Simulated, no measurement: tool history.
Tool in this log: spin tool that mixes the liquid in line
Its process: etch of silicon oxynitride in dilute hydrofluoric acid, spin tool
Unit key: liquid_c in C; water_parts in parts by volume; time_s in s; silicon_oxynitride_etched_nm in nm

{"run": 1, "hour": 0.0, "liquid_c": 20, "water_parts": 115, "time_s": 305, "silicon_oxynitride_etched_nm": 7.6772}
{"run": 2, "hour": 3.4, "liquid_c": 22.5, "water_parts": 95, "time_s": 305, "silicon_oxynitride_etched_nm": 10.891}
{"run": 3, "hour": 12.1, "liquid_c": 24, "water_parts": 85, "time_s": 305, "silicon_oxynitride_etched_nm": 12.987}
{"run": 4, "hour": 13.3, "liquid_c": 20.5, "water_parts": 85, "time_s": 305, "silicon_oxynitride_etched_nm": 11.089}
{"run": 5, "hour": 15.4, "liquid_c": 23.5, "water_parts": 85, "time_s": 305, "silicon_oxynitride_etched_nm": 12.476}
{"run": 6, "hour": 21.9, "liquid_c": 25, "water_parts": 75, "time_s": 305, "silicon_oxynitride_etched_nm": 15.878}
{"run": 7, "hour": 23.0, "liquid_c": 26, "water_parts": 75, "time_s": 305, "silicon_oxynitride_etched_nm": 16.406}
{"run": 8, "hour": 28.8, "liquid_c": 26.5, "water_parts": 70, "time_s": 305, "silicon_oxynitride_etched_nm": 18.132}

Predict the results of run 9:
{"run": 9, "hour": 32.5, "liquid_c": 27, "water_parts": 70, "time_s": 305, "silicon_oxynitride_etched_nm": "?"}

{"run 9": {"silicon_oxynitride_etched_nm": 18.235}}
